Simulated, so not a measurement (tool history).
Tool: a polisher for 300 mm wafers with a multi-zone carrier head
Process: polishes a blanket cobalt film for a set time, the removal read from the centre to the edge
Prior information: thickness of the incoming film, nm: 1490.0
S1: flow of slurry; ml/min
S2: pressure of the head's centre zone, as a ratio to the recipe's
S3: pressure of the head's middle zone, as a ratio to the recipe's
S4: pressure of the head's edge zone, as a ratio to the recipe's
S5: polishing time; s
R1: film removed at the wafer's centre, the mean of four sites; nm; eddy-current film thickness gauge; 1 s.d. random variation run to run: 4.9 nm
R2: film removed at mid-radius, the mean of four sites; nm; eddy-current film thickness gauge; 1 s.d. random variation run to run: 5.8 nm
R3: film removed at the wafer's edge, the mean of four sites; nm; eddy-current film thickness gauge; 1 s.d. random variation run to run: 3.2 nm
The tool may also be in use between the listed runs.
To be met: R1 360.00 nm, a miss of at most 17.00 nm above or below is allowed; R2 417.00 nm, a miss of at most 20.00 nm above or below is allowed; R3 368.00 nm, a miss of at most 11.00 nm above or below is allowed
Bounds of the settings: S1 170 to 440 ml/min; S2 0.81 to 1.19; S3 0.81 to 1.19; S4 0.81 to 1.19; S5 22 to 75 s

run 1 hour=0.0 | S1=280 S2=1.00 S3=1.00 S4=1.00 S5=48 | R1=238.44 R2=242.34 R3=248.81
run 2 hour=2.2 | S1=290 S2=1.01 S3=1.04 S4=1.01 S5=52 | R1=260.53 R2=277.95 R3=274.89
run 3 hour=8.8 | S1=300 S2=1.03 S3=1.07 S4=1.03 S5=55 | R1=285.92 R2=303.60 R3=294.57
run 4 hour=16.2 | S1=300 S2=1.06 S3=1.07 S4=1.03 S5=55 | R1=293.21 R2=301.41 R3=296.28
-- hour=18.4 centre zone pressure recalibrated
run 5 hour=18.4 | S1=310 S2=1.06 S3=1.10 S4=1.04 S5=57 | R1=324.22 R2=317.39 R3=303.51
run 6 hour=26.4 | S1=305 S2=1.03 S3=1.11 S4=1.04 S5=59 | R1=321.67 R2=337.50 R3=313.43
run 7 hour=33.1 | S1=300 S2=1.01 S3=1.12 S4=1.05 S5=61 | R1=333.47 R2=352.41 R3=324.11
run 8 hour=36.3 | S1=300 S2=0.98 S3=1.13 S4=1.06 S5=63 | R1=330.24 R2=360.95 R3=339.42
run 9 hour=44.0 | S1=305 S2=0.97 S3=1.14 S4=1.06 S5=64 | R1=330.19 R2=373.53 R3=346.36
run 10 hour=51.3 | S1=305 S2=0.97 S3=1.14 S4=1.06 S5=64 | R1=336.58 R2=365.19 R3=342.46
run 11 hour=53.0 | S1=295 S2=0.96 S3=1.15 S4=1.05 S5=65 | R1=334.10 R2=376.93 R3=345.48
run 12 hour=54.3 | S1=305 S2=0.96 S3=1.16 S4=1.05 S5=66 | R1=328.88 R2=399.10 R3=354.97
run 13 hour=57.0 | S1=310 S2=0.97 S3=1.16 S4=1.05 S5=66 | R1=344.20 R2=386.31 R3=350.79

Of the 5 settings listed for the next run, only one would bring every result within its allowed miss of target. Which one?
run A hour=59.7 | S1=370 S2=0.93 S3=1.06 S4=1.10 S5=66 | R1=? R2=? R3=?
run B hour=59.7 | S1=250 S2=0.99 S3=1.19 S4=1.07 S5=69 | R1=? R2=? R3=?
run C hour=59.7 | S1=305 S2=0.95 S3=0.99 S4=1.15 S5=66 | R1=? R2=? R3=?
run D hour=59.7 | S1=270 S2=0.91 S3=1.19 S4=0.90 S5=68 | R1=? R2=? R3=?
run E hour=59.7 | S1=380 S2=1.03 S3=1.08 S4=1.08 S5=61 | R1=? R2=? R3=?

move=A R1=332.70 R2=366.09 R3=367.28
move=B R1=355.29 R2=406.56 R3=367.03
move=C R1=333.40 R2=339.57 R3=371.17
move=D R1=324.80 R2=404.51 R3=335.21
move=E R1=341.67 R2=344.35 R3=336.79
A: the worst result of the last run now meets its target, but another is out of spec
B: in spec on every target
C: the worst result of the last run now meets its target, but another is out of spec
D: moves away from the targets compared with the last run
E: moves away from the targets compared with the last run
Correct choice: B, which meets every target
